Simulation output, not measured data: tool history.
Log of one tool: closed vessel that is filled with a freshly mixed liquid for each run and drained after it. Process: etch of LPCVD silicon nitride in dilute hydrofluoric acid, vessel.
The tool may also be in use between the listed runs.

run	hour	temperature setpoint of the liquid (K)	parts of water to one part of 49 % hydrofluoric acid (parts by volume)	time in the liquid (s)	thickness taken off the LPCVD silicon nitride on a monitor wafer (angstrom)
1	0.0	294.15	135	730	17.484
2	2.8	293.15	140	730	15.832
3	5.0	293.15	105	730	20.946
4	11.4	292.65	120	730	17.835
5	19.7	295.15	120	730	21.059
6	20.6	293.65	120	730	18.986
7	21.9	292.65	130	730	16.645

Forecast run 8:
8	23.6	292.15	140	730	?

{"run 8": {"thickness taken off the LPCVD silicon nitride on a monitor wafer (angstrom)": 14.894}}
